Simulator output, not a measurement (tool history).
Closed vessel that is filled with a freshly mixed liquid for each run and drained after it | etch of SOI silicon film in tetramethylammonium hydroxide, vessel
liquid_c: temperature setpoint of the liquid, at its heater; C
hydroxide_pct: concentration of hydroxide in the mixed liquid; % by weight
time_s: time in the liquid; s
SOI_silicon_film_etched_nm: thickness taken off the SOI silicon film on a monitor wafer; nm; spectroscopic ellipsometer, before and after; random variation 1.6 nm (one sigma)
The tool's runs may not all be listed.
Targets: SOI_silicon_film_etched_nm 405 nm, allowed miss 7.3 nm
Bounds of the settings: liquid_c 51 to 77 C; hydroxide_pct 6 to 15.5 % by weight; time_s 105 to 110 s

Run 1, hour 0: liquid_c 64 C, hydroxide_pct 10.5 % by weight, time_s 105 s. Result: SOI_silicon_film_etched_nm 540.39 nm.
Run 2, hour 3.9: liquid_c 64 C, hydroxide_pct 10.5 % by weight, time_s 105 s. Result: SOI_silicon_film_etched_nm 538.44 nm.
Run 3, hour 5.3: liquid_c 64 C, hydroxide_pct 9.5 % by weight, time_s 105 s. Result: SOI_silicon_film_etched_nm 557.66 nm.
Run 4, hour 12.5: liquid_c 62.5 C, hydroxide_pct 9.5 % by weight, time_s 105 s. Result: SOI_silicon_film_etched_nm 507.35 nm.
Run 5, hour 13.2: liquid_c 62.5 C, hydroxide_pct 9.5 % by weight, time_s 105 s. Result: SOI_silicon_film_etched_nm 510.84 nm.
Run 6, hour 21.8: liquid_c 62.5 C, hydroxide_pct 9.5 % by weight, time_s 110 s. Result: SOI_silicon_film_etched_nm 530.67 nm.
Run 7, hour 23.5: liquid_c 61.5 C, hydroxide_pct 9.5 % by weight, time_s 110 s. Result: SOI_silicon_film_etched_nm 503.76 nm.
Run 8, hour 30.6: liquid_c 60.5 C, hydroxide_pct 9.5 % by weight, time_s 110 s. Result: SOI_silicon_film_etched_nm 469.34 nm.
Run 9, hour 39.2: liquid_c 60 C, hydroxide_pct 9.5 % by weight, time_s 110 s. Result: SOI_silicon_film_etched_nm 456.37 nm.
Run 10, hour 44.5: liquid_c 59.5 C, hydroxide_pct 9.5 % by weight, time_s 110 s. Result: SOI_silicon_film_etched_nm 440.75 nm.
Run 11, hour 45.3: liquid_c 59 C, hydroxide_pct 9.5 % by weight, time_s 110 s. Result: SOI_silicon_film_etched_nm 427 nm.
Run 12, hour 47.3: liquid_c 58.5 C, hydroxide_pct 9.5 % by weight, time_s 110 s. Result: SOI_silicon_film_etched_nm 415.78 nm.

5 next moves are on the table. One of them brings every result within its allowed miss. Which?
Run A, hour 49.3: liquid_c 60 C, hydroxide_pct 10 % by weight, time_s 105 s. Result: SOI_silicon_film_etched_nm ?.
Run B, hour 49.3: liquid_c 60 C, hydroxide_pct 10.5 % by weight, time_s 110 s. Result: SOI_silicon_film_etched_nm ?.
Run C, hour 49.3: liquid_c 59 C, hydroxide_pct 10 % by weight, time_s 110 s. Result: SOI_silicon_film_etched_nm ?.
Run D, hour 49.3: liquid_c 60 C, hydroxide_pct 11.5 % by weight, time_s 105 s. Result: SOI_silicon_film_etched_nm ?.
Run E, hour 49.3: liquid_c 60 C, hydroxide_pct 10.5 % by weight, time_s 105 s. Result: SOI_silicon_film_etched_nm ?.

move  SOI_silicon_film_etched_nm
   A                      424.71
   B                      437.88
   C                       417.8
   D                      404.51
   E                      417.97
A: further off than the last run
B: further off than the last run
C: further off than the last run
D: meets every target
E: further off than the last run
Answer: D
